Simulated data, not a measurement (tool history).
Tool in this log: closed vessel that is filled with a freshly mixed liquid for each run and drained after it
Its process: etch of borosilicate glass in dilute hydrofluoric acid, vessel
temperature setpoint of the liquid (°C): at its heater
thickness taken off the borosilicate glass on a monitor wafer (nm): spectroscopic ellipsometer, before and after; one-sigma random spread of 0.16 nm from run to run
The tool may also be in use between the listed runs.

| run | hour | temperature setpoint of the liquid (°C) | parts of water to one part of 49 % hydrofluoric acid (parts by volume) | time in the liquid (s) | thickness taken off the borosilicate glass on a monitor wafer (nm) |
|---|---|---|---|---|---|
| 1 | 0 | 22 | 70 | 30 | 6.8453 |
| 2 | 2.5 | 24 | 60 | 30 | 8.7187 |
| 3 | 8.1 | 25.5 | 50 | 30 | 11.434 |
| 4 | 16.9 | 28 | 50 | 30 | 12.691 |
| 5 | 22.2 | 28.5 | 45 | 30 | 14.311 |
| 6 | 30.3 | 28.5 | 45 | 30 | 14.472 |
| 7 | 31.2 | 29 | 45 | 30 | 14.711 |
| 8 | 33.1 | 29.5 | 40 | 30 | 16.902 |
| 9 | 39.3 | 29.5 | 40 | 30 | 17.071 |
| 10 | 45.4 | 30 | 35 | 30 | 19.74 |

What will run 11 give?
| 11 | 50.5 | 29.5 | 35 | 30 | ? |

{"run 11": {"thickness taken off the borosilicate glass on a monitor wafer (nm)": 19.649}}

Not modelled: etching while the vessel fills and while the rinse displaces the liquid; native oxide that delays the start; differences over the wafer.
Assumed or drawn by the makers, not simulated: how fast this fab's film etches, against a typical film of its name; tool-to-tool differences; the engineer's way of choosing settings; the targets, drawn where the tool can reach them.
